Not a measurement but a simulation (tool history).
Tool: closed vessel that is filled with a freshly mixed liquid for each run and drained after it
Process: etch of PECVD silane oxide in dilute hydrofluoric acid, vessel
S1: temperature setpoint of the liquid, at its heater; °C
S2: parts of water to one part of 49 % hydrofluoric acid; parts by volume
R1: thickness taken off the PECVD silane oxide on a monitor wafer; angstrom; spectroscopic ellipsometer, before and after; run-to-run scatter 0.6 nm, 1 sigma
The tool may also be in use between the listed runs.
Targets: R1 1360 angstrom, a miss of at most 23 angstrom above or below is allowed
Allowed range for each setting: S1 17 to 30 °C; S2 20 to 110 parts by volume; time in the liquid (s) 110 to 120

{"run": 1, "hour": 0.0, "S1": 22, "S2": 60, "time in the liquid (s)": 110, "R1": 566.66}
{"run": 2, "hour": 2.9, "S1": 22, "S2": 60, "time in the liquid (s)": 110, "R1": 565.31}
{"run": 3, "hour": 5.1, "S1": 22, "S2": 60, "time in the liquid (s)": 110, "R1": 564.42}
{"run": 4, "hour": 9.0, "S1": 22, "S2": 60, "time in the liquid (s)": 120, "R1": 617}
{"run": 5, "hour": 14.3, "S1": 22, "S2": 60, "time in the liquid (s)": 110, "R1": 566.46}
{"run": 6, "hour": 17.8, "S1": 20.5, "S2": 60, "time in the liquid (s)": 110, "R1": 533.84}
{"run": 7, "hour": 20.3, "S1": 23.5, "S2": 50, "time in the liquid (s)": 110, "R1": 730.93}
{"run": 8, "hour": 24.7, "S1": 25.5, "S2": 45, "time in the liquid (s)": 110, "R1": 883.88}
{"run": 9, "hour": 31.3, "S1": 27, "S2": 40, "time in the liquid (s)": 110, "R1": 1073}
{"run": 10, "hour": 38.5, "S1": 28, "S2": 40, "time in the liquid (s)": 110, "R1": 1113.8}

Pick the move, out of 5, that brings all results within their allowed miss; only one does.
{"run": "A", "hour": 45.7, "S1": 23.5, "S2": 40, "time in the liquid (s)": 110, "R1": "?"}
{"run": "B", "hour": 45.7, "S1": 29.5, "S2": 35, "time in the liquid (s)": 110, "R1": "?"}
{"run": "C", "hour": 45.7, "S1": 28.5, "S2": 55, "time in the liquid (s)": 110, "R1": "?"}
{"run": "D", "hour": 45.7, "S1": 26, "S2": 45, "time in the liquid (s)": 110, "R1": "?"}
{"run": "E", "hour": 45.7, "S1": 25.5, "S2": 30, "time in the liquid (s)": 120, "R1": "?"}

move=A R1=923.52
move=B R1=1357.9
move=C R1=805.72
move=D R1=903.71
move=E R1=1479.6
A: its largest miss is bigger than the last run's
B: all results land within tolerance of their targets
C: its largest miss is bigger than the last run's
D: its largest miss is bigger than the last run's
E: pushes the last run's worst result past its target
B is the move that brings every result within its allowed miss.
